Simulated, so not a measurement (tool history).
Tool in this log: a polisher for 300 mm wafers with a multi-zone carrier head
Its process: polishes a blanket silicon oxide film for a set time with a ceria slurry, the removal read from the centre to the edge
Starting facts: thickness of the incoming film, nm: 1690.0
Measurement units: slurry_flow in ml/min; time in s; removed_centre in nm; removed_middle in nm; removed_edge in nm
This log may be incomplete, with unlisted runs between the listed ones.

run	hour	slurry_flow	centre_zone	middle_zone	edge_zone	time	removed_centre	removed_middle	removed_edge
1	0.0	160	1.00	1.00	1.00	42	158.07	160.34	155.91
2	1.0	160	1.00	1.00	1.05	42	159.74	160.65	160.27
3	8.4	160	1.00	1.00	1.05	34	127.82	127.07	127.94
4	12.6	160	1.00	0.93	1.05	34	129.40	123.99	129.73
5	20.4	160	1.00	0.93	1.02	34	126.20	125.10	127.44
6	27.0	160	1.00	0.93	1.02	40	150.51	144.22	149.77
7	30.3	170	1.01	0.97	1.02	41	161.18	152.33	155.35
8	32.2	175	1.01	1.01	1.01	42	161.49	159.11	159.07

What does the tool deliver on the next run?
9	35.9	165	1.02	1.03	1.01	43	?	?	?

removed_centre: 168.82 nm
removed_middle: 167.62 nm
removed_edge: 162.40 nm
